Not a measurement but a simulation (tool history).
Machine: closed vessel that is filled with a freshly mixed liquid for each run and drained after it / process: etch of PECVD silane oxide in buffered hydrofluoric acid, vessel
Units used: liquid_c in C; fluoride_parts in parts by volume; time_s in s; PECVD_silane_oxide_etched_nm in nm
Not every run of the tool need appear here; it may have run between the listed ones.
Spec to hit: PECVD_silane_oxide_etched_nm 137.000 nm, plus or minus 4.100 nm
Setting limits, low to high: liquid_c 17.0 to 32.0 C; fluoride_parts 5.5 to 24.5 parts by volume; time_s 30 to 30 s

Run 1, hour 0.0: liquid_c 25.0 C, fluoride_parts 15.0 parts by volume, time_s 30 s. Result: PECVD_silane_oxide_etched_nm 108.830 nm.
Run 2, hour 8.7: liquid_c 26.0 C, fluoride_parts 15.0 parts by volume, time_s 30 s. Result: PECVD_silane_oxide_etched_nm 117.180 nm.
Run 3, hour 15.8: liquid_c 23.0 C, fluoride_parts 15.0 parts by volume, time_s 30 s. Result: PECVD_silane_oxide_etched_nm 98.478 nm.
Run 4, hour 20.0: liquid_c 24.0 C, fluoride_parts 15.0 parts by volume, time_s 30 s. Result: PECVD_silane_oxide_etched_nm 104.330 nm.
Run 5, hour 28.0: liquid_c 25.0 C, fluoride_parts 15.0 parts by volume, time_s 30 s. Result: PECVD_silane_oxide_etched_nm 109.870 nm.
Run 6, hour 31.7: liquid_c 25.5 C, fluoride_parts 15.0 parts by volume, time_s 30 s. Result: PECVD_silane_oxide_etched_nm 113.550 nm.
Run 7, hour 39.7: liquid_c 26.0 C, fluoride_parts 15.0 parts by volume, time_s 30 s. Result: PECVD_silane_oxide_etched_nm 116.820 nm.
Run 8, hour 42.2: liquid_c 26.5 C, fluoride_parts 15.0 parts by volume, time_s 30 s. Result: PECVD_silane_oxide_etched_nm 119.870 nm.
Run 9, hour 48.1: liquid_c 27.0 C, fluoride_parts 15.0 parts by volume, time_s 30 s. Result: PECVD_silane_oxide_etched_nm 123.950 nm.
Run 10, hour 49.2: liquid_c 27.5 C, fluoride_parts 15.0 parts by volume, time_s 30 s. Result: PECVD_silane_oxide_etched_nm 125.760 nm.
Run 11, hour 54.3: liquid_c 28.0 C, fluoride_parts 15.0 parts by volume, time_s 30 s. Result: PECVD_silane_oxide_etched_nm 127.950 nm.

Of the 5 settings listed for the next run, only one would bring every result within its allowed miss of target. Which one?
Run A, hour 59.4: liquid_c 31.5 C, fluoride_parts 15.5 parts by volume, time_s 30 s. Result: PECVD_silane_oxide_etched_nm ?.
Run B, hour 59.4: liquid_c 29.5 C, fluoride_parts 14.5 parts by volume, time_s 30 s. Result: PECVD_silane_oxide_etched_nm ?.
Run C, hour 59.4: liquid_c 29.5 C, fluoride_parts 15.5 parts by volume, time_s 30 s. Result: PECVD_silane_oxide_etched_nm ?.
Run D, hour 59.4: liquid_c 29.0 C, fluoride_parts 13.5 parts by volume, time_s 30 s. Result: PECVD_silane_oxide_etched_nm ?.
Run E, hour 59.4: liquid_c 26.5 C, fluoride_parts 16.0 parts by volume, time_s 30 s. Result: PECVD_silane_oxide_etched_nm ?.

move  PECVD_silane_oxide_etched_nm
   A                       151.610
   B                       145.730
   C                       136.510
   D                       152.230
   E                       112.780
A: takes the biggest miss from the last run beyond its target
B: takes the biggest miss from the last run beyond its target
C: hits every target within its allowed miss
D: takes the biggest miss from the last run beyond its target
E: misses by more than the last run did
Move C is the one to make.

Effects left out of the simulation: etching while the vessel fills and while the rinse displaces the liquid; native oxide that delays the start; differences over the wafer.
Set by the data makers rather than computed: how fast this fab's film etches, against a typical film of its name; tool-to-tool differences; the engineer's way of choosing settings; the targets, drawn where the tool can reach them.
